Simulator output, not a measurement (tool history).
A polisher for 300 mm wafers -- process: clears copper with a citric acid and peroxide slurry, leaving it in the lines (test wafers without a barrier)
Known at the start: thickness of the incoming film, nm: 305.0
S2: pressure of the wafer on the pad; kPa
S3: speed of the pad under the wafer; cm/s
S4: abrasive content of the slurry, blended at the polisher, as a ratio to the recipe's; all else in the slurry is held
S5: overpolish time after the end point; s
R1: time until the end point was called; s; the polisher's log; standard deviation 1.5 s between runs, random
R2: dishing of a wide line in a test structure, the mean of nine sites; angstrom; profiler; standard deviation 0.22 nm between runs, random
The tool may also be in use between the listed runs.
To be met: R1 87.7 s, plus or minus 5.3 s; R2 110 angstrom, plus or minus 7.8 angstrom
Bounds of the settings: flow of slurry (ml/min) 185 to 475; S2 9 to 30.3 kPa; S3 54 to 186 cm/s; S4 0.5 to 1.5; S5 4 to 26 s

{"run": 1, "hour": 0.0, "flow of slurry (ml/min)": 305, "S2": 19.3, "S3": 118, "S4": 1, "S5": 13, "R1": 131.23, "R2": 238.42}
{"run": 2, "hour": 3.5, "flow of slurry (ml/min)": 305, "S2": 19.3, "S3": 118, "S4": 1.1, "S5": 13, "R1": 126.97, "R2": 249.48}
{"run": 3, "hour": 5.2, "flow of slurry (ml/min)": 305, "S2": 20, "S3": 122, "S4": 0.95, "S5": 11, "R1": 122.61, "R2": 211.71}
{"run": 4, "hour": 12.0, "flow of slurry (ml/min)": 290, "S2": 20.7, "S3": 126, "S4": 0.85, "S5": 9, "R1": 114.99, "R2": 188.94}
{"run": 5, "hour": 18.6, "flow of slurry (ml/min)": 265, "S2": 21.4, "S3": 128, "S4": 0.75, "S5": 8, "R1": 116.65, "R2": 169.21}
{"run": 6, "hour": 21.6, "flow of slurry (ml/min)": 265, "S2": 21.4, "S3": 128, "S4": 0.75, "S5": 10, "R1": 115.76, "R2": 204.91}
{"run": 7, "hour": 29.1, "flow of slurry (ml/min)": 315, "S2": 21.4, "S3": 132, "S4": 0.7, "S5": 9, "R1": 113.1, "R2": 184.52}
{"run": 8, "hour": 34.5, "flow of slurry (ml/min)": 350, "S2": 21.4, "S3": 136, "S4": 0.65, "S5": 8, "R1": 109.81, "R2": 172.89}
{"run": 9, "hour": 37.8, "flow of slurry (ml/min)": 380, "S2": 21.4, "S3": 140, "S4": 0.6, "S5": 7, "R1": 108.27, "R2": 151.49}
{"run": 10, "hour": 45.5, "flow of slurry (ml/min)": 380, "S2": 21.4, "S3": 140, "S4": 0.6, "S5": 7, "R1": 104.99, "R2": 151.51}
{"run": 11, "hour": 46.7, "flow of slurry (ml/min)": 400, "S2": 20.7, "S3": 146, "S4": 0.6, "S5": 6, "R1": 108.09, "R2": 137.04}
{"run": 12, "hour": 49.5, "flow of slurry (ml/min)": 370, "S2": 21.4, "S3": 158, "S4": 0.6, "S5": 4, "R1": 93.743, "R2": 96.383}

Of the 4 settings listed for the next run, only one would bring every result within its allowed miss of target. Which one?
{"run": "A", "hour": 52.3, "flow of slurry (ml/min)": 355, "S2": 22.8, "S3": 166, "S4": 0.6, "S5": 4, "R1": "?", "R2": "?"}
{"run": "B", "hour": 52.3, "flow of slurry (ml/min)": 370, "S2": 17.9, "S3": 162, "S4": 0.75, "S5": 5, "R1": "?", "R2": "?"}
{"run": "C", "hour": 52.3, "flow of slurry (ml/min)": 365, "S2": 24.8, "S3": 124, "S4": 0.5, "S5": 5, "R1": "?", "R2": "?"}
{"run": "D", "hour": 52.3, "flow of slurry (ml/min)": 365, "S2": 20.7, "S3": 174, "S4": 0.5, "S5": 5, "R1": "?", "R2": "?"}

move=A R1=85.574 R2=114.51
move=B R1=105.79 R2=115.42
move=C R1=106.44 R2=115.18
move=D R1=92.553 R2=131.52
A: every result lands within tolerance
B: brings the result that was furthest off to its target, and leaves another outside
C: brings the result that was furthest off to its target, and leaves another outside
D: takes the result that was furthest off past its target
Answer: A

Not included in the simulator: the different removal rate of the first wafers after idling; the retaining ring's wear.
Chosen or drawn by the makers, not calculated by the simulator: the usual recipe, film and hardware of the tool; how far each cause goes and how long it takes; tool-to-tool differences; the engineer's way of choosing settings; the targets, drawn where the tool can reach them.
